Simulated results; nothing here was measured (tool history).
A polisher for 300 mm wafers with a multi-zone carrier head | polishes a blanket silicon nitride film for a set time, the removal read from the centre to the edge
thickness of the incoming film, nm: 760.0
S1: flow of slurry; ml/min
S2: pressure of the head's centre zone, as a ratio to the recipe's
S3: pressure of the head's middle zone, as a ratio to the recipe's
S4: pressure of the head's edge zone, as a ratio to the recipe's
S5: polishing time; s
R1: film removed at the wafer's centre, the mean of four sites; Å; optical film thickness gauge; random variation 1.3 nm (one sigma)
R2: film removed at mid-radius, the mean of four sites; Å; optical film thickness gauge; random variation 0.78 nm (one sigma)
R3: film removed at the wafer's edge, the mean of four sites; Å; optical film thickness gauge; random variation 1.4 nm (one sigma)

run,hour,S1,S2,S3,S4,S5,R1,R2,R3
1,0,160,1,1,1,78,1398.3,1377.3,1313
2,1.8,155,0.98,0.98,0.98,77,1305.7,1343,1313.7
3,7.5,155,0.98,0.98,1.05,77,1323,1315.2,1360.3
4,14.7,155,0.98,0.98,1.05,93,1616.1,1586,1668.6
5,20.5,155,0.98,1.06,1.05,93,1647.6,1695.4,1626.7
6,22.3,155,0.98,1.15,1.05,93,1588.5,1822.6,1638.7
7,29.8,110,0.88,1.05,0.95,71,1008.5,1178.9,1119.8

The next listed run, before its measurement:
8,35,110,0.89,1.04,0.95,71,?,?,?

R1: 984.56 Å
R2: 1172.1 Å
R3: 1137 Å
